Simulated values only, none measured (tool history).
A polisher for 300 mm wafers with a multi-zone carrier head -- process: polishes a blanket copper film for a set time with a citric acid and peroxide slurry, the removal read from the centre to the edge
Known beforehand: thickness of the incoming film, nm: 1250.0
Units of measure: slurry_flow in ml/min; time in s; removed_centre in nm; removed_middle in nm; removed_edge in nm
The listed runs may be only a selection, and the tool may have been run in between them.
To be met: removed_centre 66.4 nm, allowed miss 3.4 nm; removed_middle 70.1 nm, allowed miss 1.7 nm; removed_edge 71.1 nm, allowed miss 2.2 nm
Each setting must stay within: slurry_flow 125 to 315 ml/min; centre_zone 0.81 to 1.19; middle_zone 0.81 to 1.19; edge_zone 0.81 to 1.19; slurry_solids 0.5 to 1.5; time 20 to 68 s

| run | hour | slurry_flow | centre_zone | middle_zone | edge_zone | slurry_solids | time | removed_centre | removed_middle | removed_edge |
|---|---|---|---|---|---|---|---|---|---|---|
| 1 | 0 | 205 | 1 | 1 | 1 | 1 | 44 | 138.69 | 135.89 | 132.52 |
| 2 | 0.9 | 205 | 1 | 1 | 1 | 0.9 | 44 | 131.65 | 129.83 | 131.66 |
| 3 | 8.7 | 205 | 1 | 1 | 1 | 0.7 | 44 | 125.09 | 120.83 | 122.58 |
| 4 | 11.8 | 205 | 1 | 1 | 1.05 | 0.7 | 44 | 125.14 | 122.29 | 124.17 |
| 5 | 15.4 | 205 | 0.99 | 1 | 1.04 | 0.65 | 41 | 111.42 | 109.2 | 112.8 |
| 6 | 18.7 | 205 | 0.98 | 1 | 1.02 | 0.65 | 39 | 103.7 | 104.47 | 106.77 |
| 7 | 27.4 | 205 | 0.98 | 1 | 1.02 | 0.65 | 39 | 107.75 | 104.07 | 107.04 |
| 8 | 36.4 | 200 | 0.96 | 1.01 | 1.01 | 0.65 | 37 | 98.041 | 100.18 | 100.09 |
| 9 | 43.7 | 155 | 0.86 | 0.91 | 0.91 | 0.5 | 27 | 58.198 | 58.61 | 63.2 |
| 10 | 51.1 | 170 | 0.86 | 0.92 | 0.91 | 0.5 | 27 | 58.228 | 60.967 | 62.435 |
| 11 | 53.8 | 170 | 0.86 | 0.92 | 0.91 | 0.5 | 27 | 57.916 | 61.413 | 63.056 |
| 12 | 56.8 | 170 | 0.86 | 0.92 | 0.91 | 0.5 | 27 | 57.767 | 60.568 | 62.528 |
| 13 | 58.6 | 180 | 0.87 | 0.92 | 0.93 | 0.5 | 27 | 58.803 | 61.188 | 64.143 |
| 14 | 65.7 | 190 | 0.88 | 0.93 | 0.94 | 0.5 | 27 | 59.388 | 61.266 | 64.061 |
| 15 | 73.2 | 190 | 0.89 | 0.94 | 0.95 | 0.5 | 27 | 60.393 | 63.143 | 64.979 |
| 16 | 80.6 | 190 | 0.9 | 0.95 | 0.96 | 0.5 | 27 | 61.135 | 63.005 | 63.744 |
| 17 | 85.3 | 190 | 0.9 | 0.95 | 0.96 | 0.5 | 27 | 60.805 | 62.659 | 65.86 |

Which one of the following 5 next-run settings gets every result inside its allowed miss? There is exactly one.
| A | 90 | 195 | 0.85 | 0.99 | 0.99 | 0.65 | 28 | ? | ? | ? |
| B | 90 | 190 | 0.91 | 0.93 | 0.97 | 0.5 | 29 | ? | ? | ? |
| C | 90 | 220 | 0.97 | 1 | 0.86 | 0.5 | 24 | ? | ? | ? |
| D | 90 | 175 | 0.89 | 0.96 | 0.94 | 0.6 | 28 | ? | ? | ? |
| E | 90 | 165 | 0.84 | 0.91 | 0.99 | 0.5 | 32 | ? | ? | ? |

| move | removed_centre | removed_middle | removed_edge |
|---|---|---|---|
| A | 66.032 | 73.219 | 73.991 |
| B | 66.054 | 65.559 | 69.392 |
| C | 59.085 | 58.78 | 55.604 |
| D | 65.779 | 68.439 | 69.867 |
| E | 66.431 | 69.591 | 76.037 |
A: the result that was furthest off in the last run now lies on the other side of its target
B: an improvement on the last run, though not all results are within tolerance
C: moves away from the targets compared with the last run
D: hits every target within its allowed miss
E: corrects the largest miss of the last run, while another result sits out of spec
Go with D: it meets all targets.

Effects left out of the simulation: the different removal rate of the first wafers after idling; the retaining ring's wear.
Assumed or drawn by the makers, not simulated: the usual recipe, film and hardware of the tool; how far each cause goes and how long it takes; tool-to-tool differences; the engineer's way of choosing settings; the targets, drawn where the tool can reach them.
